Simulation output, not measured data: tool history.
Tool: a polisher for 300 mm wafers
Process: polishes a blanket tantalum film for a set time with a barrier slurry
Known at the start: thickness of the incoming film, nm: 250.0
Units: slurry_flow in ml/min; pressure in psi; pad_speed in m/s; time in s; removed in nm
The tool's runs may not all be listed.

Run 1, hour 0: slurry_flow 255 ml/min, pressure 1.8 psi, pad_speed 1.06 m/s, slurry_solids 1, time 73 s. Result: removed 94.63 nm.
Run 2, hour 3.9: slurry_flow 295 ml/min, pressure 1.8 psi, pad_speed 1.06 m/s, slurry_solids 1, time 73 s. Result: removed 95.464 nm.
Run 3, hour 8.9: slurry_flow 295 ml/min, pressure 1.5 psi, pad_speed 1.06 m/s, slurry_solids 1, time 73 s. Result: removed 81.179 nm.
Run 4, hour 17.4: slurry_flow 295 ml/min, pressure 1.5 psi, pad_speed 1.06 m/s, slurry_solids 0.9, time 73 s. Result: removed 76.945 nm.
Run 5, hour 22.1: slurry_flow 245 ml/min, pressure 1.5 psi, pad_speed 1.06 m/s, slurry_solids 0.9, time 73 s. Result: removed 76.075 nm.
Run 6, hour 22.7: slurry_flow 245 ml/min, pressure 1.5 psi, pad_speed 1.06 m/s, slurry_solids 1, time 73 s. Result: removed 79.385 nm.

Run 7 comes next. What will it give?
Run 7, hour 29.9: slurry_flow 245 ml/min, pressure 1.6 psi, pad_speed 1.06 m/s, slurry_solids 1, time 73 s. Result: removed ?.

{"run 7": {"removed": 84.194}}

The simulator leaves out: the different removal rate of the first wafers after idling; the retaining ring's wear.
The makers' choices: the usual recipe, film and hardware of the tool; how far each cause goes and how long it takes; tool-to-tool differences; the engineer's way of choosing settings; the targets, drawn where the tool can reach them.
